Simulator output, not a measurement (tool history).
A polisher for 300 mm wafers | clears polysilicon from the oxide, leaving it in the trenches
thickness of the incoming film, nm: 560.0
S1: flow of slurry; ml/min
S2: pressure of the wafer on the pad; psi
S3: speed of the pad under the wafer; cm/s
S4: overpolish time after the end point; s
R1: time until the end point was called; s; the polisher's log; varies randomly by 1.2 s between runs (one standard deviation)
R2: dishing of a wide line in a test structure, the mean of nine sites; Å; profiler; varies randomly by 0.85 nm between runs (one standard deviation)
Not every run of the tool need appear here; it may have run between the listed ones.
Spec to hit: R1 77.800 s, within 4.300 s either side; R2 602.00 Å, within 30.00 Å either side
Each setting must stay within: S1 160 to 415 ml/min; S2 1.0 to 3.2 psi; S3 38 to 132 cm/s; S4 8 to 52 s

{"run": 1, "hour": 0.0, "S1": 265, "S2": 2.1, "S3": 84, "S4": 26, "R1": 61.623, "R2": 723.21}
{"run": 2, "hour": 1.4, "S1": 265, "S2": 2.0, "S3": 84, "S4": 23, "R1": 63.734, "R2": 695.65}
{"run": 3, "hour": 6.8, "S1": 265, "S2": 2.0, "S3": 84, "S4": 12, "R1": 66.74, "R2": 544.06}
{"run": 4, "hour": 10.3, "S1": 265, "S2": 2.0, "S3": 84, "S4": 21, "R1": 65.94, "R2": 684.51}
{"run": 5, "hour": 11.5, "S1": 265, "S2": 1.7, "S3": 84, "S4": 21, "R1": 75.584, "R2": 646.04}
{"run": 6, "hour": 19.3, "S1": 325, "S2": 1.7, "S3": 84, "S4": 21, "R1": 76.744, "R2": 651.28}
{"run": 7, "hour": 26.3, "S1": 325, "S2": 1.7, "S3": 84, "S4": 21, "R1": 75.202, "R2": 647.89}
{"run": 8, "hour": 34.2, "S1": 325, "S2": 1.6, "S3": 84, "S4": 9, "R1": 78.601, "R2": 402.35}
{"run": 9, "hour": 42.7, "S1": 325, "S2": 1.6, "S3": 82, "S4": 11, "R1": 81.682, "R2": 446.83}
{"hour": 49.3, "done": "head pressure recalibrated"}
{"run": 10, "hour": 49.3, "S1": 325, "S2": 1.6, "S3": 82, "S4": 12, "R1": 78.316, "R2": 512.83}
{"run": 11, "hour": 55.8, "S1": 325, "S2": 1.6, "S3": 80, "S4": 13, "R1": 79.908, "R2": 506.96}
{"run": 12, "hour": 58.1, "S1": 325, "S2": 1.6, "S3": 78, "S4": 14, "R1": 81.858, "R2": 531.44}
{"run": 13, "hour": 66.8, "S1": 325, "S2": 1.6, "S3": 76, "S4": 14, "R1": 84.369, "R2": 527.46}
{"run": 14, "hour": 72.8, "S1": 325, "S2": 1.8, "S3": 72, "S4": 15, "R1": 79.07, "R2": 548.0}

Consider the 4 candidate settings below. Which is the only one whose results all fall within their allowed miss of target?
{"run": "A", "hour": 78.8, "S1": 375, "S2": 1.4, "S3": 78, "S4": 21, "R1": "?", "R2": "?"}
{"run": "B", "hour": 78.8, "S1": 310, "S2": 2.0, "S3": 74, "S4": 22, "R1": "?", "R2": "?"}
{"run": "C", "hour": 78.8, "S1": 315, "S2": 1.9, "S3": 68, "S4": 14, "R1": "?", "R2": "?"}
{"run": "D", "hour": 78.8, "S1": 305, "S2": 1.5, "S3": 86, "S4": 19, "R1": "?", "R2": "?"}

move=A R1=90.965 R2=592.22
move=B R1=69.714 R2=659.47
move=C R1=79.267 R2=523.38
move=D R1=78.881 R2=602.35
A: the furthest-off result lands on target, but another misses its tolerance
B: moves the result that the last run missed by most past its target, out the other side
C: lands further from the targets than the last run did
D: each result inside its tolerance
D meets every target.
